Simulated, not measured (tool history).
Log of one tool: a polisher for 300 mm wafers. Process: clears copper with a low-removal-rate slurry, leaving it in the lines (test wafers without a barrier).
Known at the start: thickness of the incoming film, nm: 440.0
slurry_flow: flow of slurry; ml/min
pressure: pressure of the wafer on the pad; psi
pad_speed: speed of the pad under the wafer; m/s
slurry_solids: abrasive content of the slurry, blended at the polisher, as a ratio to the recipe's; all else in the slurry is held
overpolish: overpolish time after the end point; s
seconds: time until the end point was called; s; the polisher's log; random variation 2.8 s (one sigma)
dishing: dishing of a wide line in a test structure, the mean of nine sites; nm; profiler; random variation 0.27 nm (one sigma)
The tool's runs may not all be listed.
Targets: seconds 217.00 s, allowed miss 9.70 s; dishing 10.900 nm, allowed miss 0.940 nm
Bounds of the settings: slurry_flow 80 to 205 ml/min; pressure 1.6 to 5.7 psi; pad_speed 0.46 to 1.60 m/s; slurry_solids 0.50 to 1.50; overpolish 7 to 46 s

run 1 hour=0.0 | slurry_flow=135 pressure=3.6 pad_speed=1.02 slurry_solids=1.00 overpolish=24 | seconds=130.75 dishing=41.254
run 2 hour=1.1 | slurry_flow=135 pressure=3.1 pad_speed=1.02 slurry_solids=1.00 overpolish=20 | seconds=152.07 dishing=36.072
run 3 hour=3.4 | slurry_flow=135 pressure=3.1 pad_speed=1.14 slurry_solids=1.00 overpolish=20 | seconds=133.75 dishing=37.390
run 4 hour=8.9 | slurry_flow=120 pressure=2.8 pad_speed=1.16 slurry_solids=0.90 overpolish=17 | seconds=150.64 dishing=32.897
run 5 hour=12.4 | slurry_flow=150 pressure=2.8 pad_speed=1.16 slurry_solids=0.90 overpolish=17 | seconds=145.03 dishing=31.682
run 6 hour=13.4 | slurry_flow=165 pressure=2.5 pad_speed=1.14 slurry_solids=0.80 overpolish=15 | seconds=164.16 dishing=27.404
run 7 hour=19.5 | slurry_flow=175 pressure=2.3 pad_speed=1.14 slurry_solids=0.75 overpolish=13 | seconds=177.08 dishing=23.175
run 8 hour=25.0 | slurry_flow=175 pressure=2.3 pad_speed=1.14 slurry_solids=0.75 overpolish=13 | seconds=179.49 dishing=22.346
run 9 hour=32.8 | slurry_flow=180 pressure=2.1 pad_speed=1.14 slurry_solids=0.70 overpolish=12 | seconds=193.36 dishing=18.947
run 10 hour=39.4 | slurry_flow=180 pressure=2.1 pad_speed=1.14 slurry_solids=0.70 overpolish=12 | seconds=192.24 dishing=20.046
run 11 hour=41.6 | slurry_flow=185 pressure=2.0 pad_speed=1.14 slurry_solids=0.65 overpolish=11 | seconds=203.36 dishing=16.996
run 12 hour=47.8 | slurry_flow=190 pressure=1.9 pad_speed=1.16 slurry_solids=0.60 overpolish=10 | seconds=218.85 dishing=15.053
run 13 hour=54.2 | slurry_flow=195 pressure=1.8 pad_speed=1.20 slurry_solids=0.60 overpolish=9 | seconds=219.30 dishing=13.301
run 14 hour=56.0 | slurry_flow=195 pressure=1.8 pad_speed=1.22 slurry_solids=0.60 overpolish=9 | seconds=214.07 dishing=13.361
run 15 hour=58.0 | slurry_flow=195 pressure=1.8 pad_speed=1.24 slurry_solids=0.60 overpolish=9 | seconds=203.13 dishing=14.507
run 16 hour=62.2 | slurry_flow=200 pressure=1.7 pad_speed=1.26 slurry_solids=0.55 overpolish=8 | seconds=218.70 dishing=12.031
run 17 hour=66.2 | slurry_flow=200 pressure=1.7 pad_speed=1.28 slurry_solids=0.55 overpolish=8 | seconds=218.80 dishing=12.115
run 18 hour=68.4 | slurry_flow=200 pressure=1.7 pad_speed=1.28 slurry_solids=0.55 overpolish=8 | seconds=219.54 dishing=12.044
run 19 hour=70.6 | slurry_flow=200 pressure=1.7 pad_speed=1.30 slurry_solids=0.55 overpolish=8 | seconds=216.43 dishing=12.110

5 next moves are on the table. One of them brings every result within its allowed miss. Which?
run A hour=72.8 | slurry_flow=205 pressure=1.7 pad_speed=1.16 slurry_solids=0.70 overpolish=10 | seconds=? dishing=?
run B hour=72.8 | slurry_flow=205 pressure=1.6 pad_speed=1.48 slurry_solids=0.50 overpolish=7 | seconds=? dishing=?
run C hour=72.8 | slurry_flow=200 pressure=1.6 pad_speed=1.38 slurry_solids=0.50 overpolish=7 | seconds=? dishing=?
run D hour=72.8 | slurry_flow=200 pressure=1.8 pad_speed=1.24 slurry_solids=0.55 overpolish=9 | seconds=? dishing=?
run E hour=72.8 | slurry_flow=155 pressure=1.9 pad_speed=1.20 slurry_solids=0.50 overpolish=10 | seconds=? dishing=?

move=A seconds=223.52 dishing=14.627
move=B seconds=200.93 dishing=11.689
move=C seconds=215.88 dishing=10.952
move=D seconds=212.93 dishing=13.924
move=E seconds=224.03 dishing=14.626
A: further off than the last run
B: brings the result that was furthest off to its target, and leaves another outside
C: meets every target
D: further off than the last run
E: further off than the last run
Move C is the one to make.
